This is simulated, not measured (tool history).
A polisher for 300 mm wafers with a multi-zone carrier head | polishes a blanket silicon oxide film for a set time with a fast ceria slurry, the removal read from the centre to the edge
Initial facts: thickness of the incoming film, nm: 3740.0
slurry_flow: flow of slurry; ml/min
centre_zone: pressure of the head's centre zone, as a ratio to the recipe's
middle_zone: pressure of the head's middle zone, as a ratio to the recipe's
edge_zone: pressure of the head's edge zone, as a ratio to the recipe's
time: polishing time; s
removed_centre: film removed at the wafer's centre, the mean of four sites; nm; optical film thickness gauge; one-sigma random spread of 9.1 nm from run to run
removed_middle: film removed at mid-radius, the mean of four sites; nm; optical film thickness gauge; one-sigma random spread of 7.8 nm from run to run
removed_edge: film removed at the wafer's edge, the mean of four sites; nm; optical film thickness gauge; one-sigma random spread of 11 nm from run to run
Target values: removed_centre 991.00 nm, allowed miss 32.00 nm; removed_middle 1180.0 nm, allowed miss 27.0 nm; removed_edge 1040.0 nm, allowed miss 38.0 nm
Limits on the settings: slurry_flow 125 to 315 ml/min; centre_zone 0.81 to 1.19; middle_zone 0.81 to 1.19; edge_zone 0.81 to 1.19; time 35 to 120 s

run	hour	slurry_flow	centre_zone	middle_zone	edge_zone	time	removed_centre	removed_middle	removed_edge
1	0.0	205	1.00	1.00	1.00	77	1167.80	1190.0	1220.7
2	4.7	225	1.00	1.00	1.00	77	1188.90	1193.5	1218.5
3	9.5	225	1.00	1.00	1.00	95	1518.20	1498.3	1473.9
4	12.3	230	0.98	1.01	0.98	91	1390.60	1451.8	1431.5
5	16.6	230	0.98	1.01	0.95	91	1396.30	1435.8	1406.6
6	23.0	235	0.98	1.03	0.93	87	1335.60	1418.0	1342.0
7	28.8	240	0.97	1.04	0.91	84	1286.20	1377.6	1263.0
8	33.8	240	0.96	1.04	0.90	82	1242.40	1347.3	1236.0
9	42.2	240	0.95	1.04	0.89	80	1199.30	1319.0	1231.5
10	48.3	235	0.95	1.05	0.88	78	1166.10	1272.5	1160.3
11	49.8	225	0.94	1.06	0.87	78	1133.10	1284.6	1155.6
12	55.5	215	0.94	1.06	0.86	78	1131.60	1272.9	1133.1
13	60.5	205	0.93	1.06	0.85	78	1105.20	1257.4	1118.7

Below are 5 possible settings for the next run. Only one of them brings all results inside the allowed miss of their targets. Which is it?
A	65.5	165	1.02	1.09	0.90	84	?	?	?
B	65.5	180	1.08	1.08	0.81	83	?	?	?
C	65.5	215	0.92	1.11	0.91	69	?	?	?
D	65.5	160	0.85	1.08	0.84	75	?	?	?
E	65.5	220	0.98	1.06	0.90	68	?	?	?

move	removed_centre	removed_middle	removed_edge
A	1279.90	1337.0	1237.0
B	1364.70	1332.4	1180.3
C	997.15	1168.1	1055.8
D	944.12	1178.1	1065.9
E	1050.80	1110.0	1038.5
A: moves away from the targets compared with the last run
B: moves away from the targets compared with the last run
C: meets every target
D: the result that was furthest off in the last run now lies on the other side of its target
E: nearer the targets than the last run, but a result is still out of spec
Correct choice: C, which meets every target
